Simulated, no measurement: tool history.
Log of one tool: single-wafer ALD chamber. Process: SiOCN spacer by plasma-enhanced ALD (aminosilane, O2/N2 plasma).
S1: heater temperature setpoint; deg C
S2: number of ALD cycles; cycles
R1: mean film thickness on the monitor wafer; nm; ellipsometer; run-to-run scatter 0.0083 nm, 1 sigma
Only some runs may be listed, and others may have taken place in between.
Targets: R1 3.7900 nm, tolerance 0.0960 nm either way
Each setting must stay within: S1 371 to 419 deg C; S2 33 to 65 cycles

run,hour,S1,S2,R1
1,0.0,395,49,3.0229
2,8.1,395,52,3.1938
3,16.3,395,55,3.3711
4,25.3,395,57,3.5151
5,26.4,391,57,3.5019
6,34.4,391,58,3.5768
7,39.1,391,59,3.6244
8,44.6,391,60,3.6924
9,53.2,391,60,3.6996

Which single option among these 5 for the next run brings every result within its allowed miss of target? Just one does.
A,61.8,378,58,?
B,61.8,386,58,?
C,61.8,382,59,?
D,61.8,376,61,?
E,61.8,384,58,?

move,R1
A,3.5645
B,3.5645
C,3.6259
D,3.7488
E,3.5645
A: the biggest miss grows against the last run
B: the biggest miss grows against the last run
C: the biggest miss grows against the last run
D: in spec on every target
E: the biggest miss grows against the last run
The move that meets every target is D.

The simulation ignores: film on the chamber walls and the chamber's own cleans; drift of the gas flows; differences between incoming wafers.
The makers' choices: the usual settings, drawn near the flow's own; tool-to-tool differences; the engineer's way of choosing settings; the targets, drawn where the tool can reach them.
